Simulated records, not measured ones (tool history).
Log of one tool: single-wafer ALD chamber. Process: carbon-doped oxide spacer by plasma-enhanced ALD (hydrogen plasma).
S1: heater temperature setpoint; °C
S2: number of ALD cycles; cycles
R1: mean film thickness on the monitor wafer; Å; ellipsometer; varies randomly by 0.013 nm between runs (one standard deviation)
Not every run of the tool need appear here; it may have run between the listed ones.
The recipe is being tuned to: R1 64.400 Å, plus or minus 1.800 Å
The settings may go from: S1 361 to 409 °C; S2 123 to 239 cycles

run,hour,S1,S2,R1
1,0.0,385,181,88.564
2,5.9,385,162,79.398
3,8.2,381,162,79.196
4,12.7,391,162,78.923
5,20.4,381,162,79.359
6,23.7,381,148,72.277
7,30.4,381,144,70.506
8,35.8,381,141,69.059
9,44.8,381,139,68.214
10,53.8,381,137,66.667
11,54.9,381,136,66.275

Of the 5 settings listed for the next run, only one would bring every result within its allowed miss of target. Which one?
A,56.0,380,140,?
B,56.0,394,123,?
C,56.0,385,123,?
D,56.0,389,124,?
E,56.0,378,133,?

move,R1
A,68.396
B,60.091
C,60.091
D,60.580
E,64.976
A: lands further from the targets than the last run did
B: pushes the last run's worst result past its target
C: pushes the last run's worst result past its target
D: pushes the last run's worst result past its target
E: all results in spec
Go with E: it meets all targets.
